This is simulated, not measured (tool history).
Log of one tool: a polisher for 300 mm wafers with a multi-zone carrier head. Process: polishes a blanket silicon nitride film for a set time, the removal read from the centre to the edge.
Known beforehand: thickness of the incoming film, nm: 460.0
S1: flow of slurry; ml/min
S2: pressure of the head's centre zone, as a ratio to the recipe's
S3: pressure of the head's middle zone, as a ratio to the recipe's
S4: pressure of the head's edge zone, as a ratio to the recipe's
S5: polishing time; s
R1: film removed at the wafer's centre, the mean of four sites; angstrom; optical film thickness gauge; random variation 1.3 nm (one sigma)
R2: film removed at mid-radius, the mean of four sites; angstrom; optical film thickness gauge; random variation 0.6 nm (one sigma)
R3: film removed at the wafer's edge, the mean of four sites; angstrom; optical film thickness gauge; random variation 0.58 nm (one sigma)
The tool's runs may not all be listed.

run 1 day=0 | S1=170 S2=1 S3=1 S4=1 S5=87 | R1=850.84 R2=880.25 R3=865.9
run 2 day=0.3 | S1=170 S2=1 S3=1.05 S4=1 S5=87 | R1=874.82 R2=909.55 R3=857.91
run 3 day=0.342 | S1=185 S2=1.03 S3=1.06 S4=0.99 S5=87 | R1=918.46 R2=920.94 R3=862.34
run 4 day=0.454 | S1=185 S2=1.03 S3=1.06 S4=0.99 S5=78 | R1=812.85 R2=828.37 R3=774.3
run 5 day=0.792 | S1=200 S2=1.06 S3=1.09 S4=1.01 S5=79 | R1=834.56 R2=866.09 R3=797.46
run 6 day=1.033 | S1=205 S2=1.09 S3=1.09 S4=0.99 S5=82 | R1=911.21 R2=908.6 R3=820.01
run 7 day=1.396 | S1=210 S2=1.12 S3=1.09 S4=0.99 S5=83 | R1=965.58 R2=904.85 R3=845.75
run 8 day=1.625 | S1=220 S2=1.14 S3=1.11 S4=0.99 S5=84 | R1=982.53 R2=932.52 R3=849.34

What does the tool deliver on the next run?
run 9 day=1.675 | S1=220 S2=1.14 S3=1.11 S4=0.99 S5=84 | R1=? R2=? R3=?

Run 9 gave R1 977.51 angstrom, R2 941.35 angstrom, R3 839.27 angstrom.
